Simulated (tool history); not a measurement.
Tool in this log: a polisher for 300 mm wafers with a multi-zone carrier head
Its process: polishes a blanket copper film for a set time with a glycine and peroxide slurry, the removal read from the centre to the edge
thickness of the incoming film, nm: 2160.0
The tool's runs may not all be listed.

run  hour  flow of slurry (ml/min)  pressure of the head's centre zone  pressure of the head's middle zone  pressure of the head's edge zone  polishing time (s)  film removed at the wafer's centre (nm)  film removed at mid-radius (nm)  film removed at the wafer's edge (nm)
  1     0                      165                                   1                                   1                                 1                  72                                   426.43                           424.71                                 441.91
  2   3.1                      175                                   1                                1.02                              1.01                  74                                   438.39                           446.09                                 448.91
  3   4.2                      175                                   1                                1.04                              1.02                  77                                   458.58                           473.58                                 481.13
  4   6.8                      175                                   1                                1.04                              1.02                  60                                   356.53                           369.16                                    360
  5  14.1                      175                                   1                                1.04                              0.98                  60                                   359.44                           368.68                                  362.6
  6  14.6                      175                                0.95                                1.04                              0.98                  60                                   338.75                           364.21                                 366.79
  7  21.1                      180                                0.96                                1.06                              0.98                  64                                   373.01                           397.07                                 392.24
  8  26.3                      185                                0.96                                1.08                              0.99                  67                                   391.44                           421.64                                  406.7
  9  28.8                      185                                0.96                                1.09                              0.99                  70                                   401.25                            447.1                                  423.5
 10  31.6                      185                                0.97                                 1.1                              0.99                  73                                   428.41                           468.17                                 454.76

Estimate the outcome of run 11 from the log above:
 11  34.7                      195                                0.97                                1.11                              0.99                  75                                        ?                                ?                                      ?

{"run 11": {"film removed at the wafer's centre (nm)": 442.86, "film removed at mid-radius (nm)": 494.04, "film removed at the wafer's edge (nm)": 474.88}}

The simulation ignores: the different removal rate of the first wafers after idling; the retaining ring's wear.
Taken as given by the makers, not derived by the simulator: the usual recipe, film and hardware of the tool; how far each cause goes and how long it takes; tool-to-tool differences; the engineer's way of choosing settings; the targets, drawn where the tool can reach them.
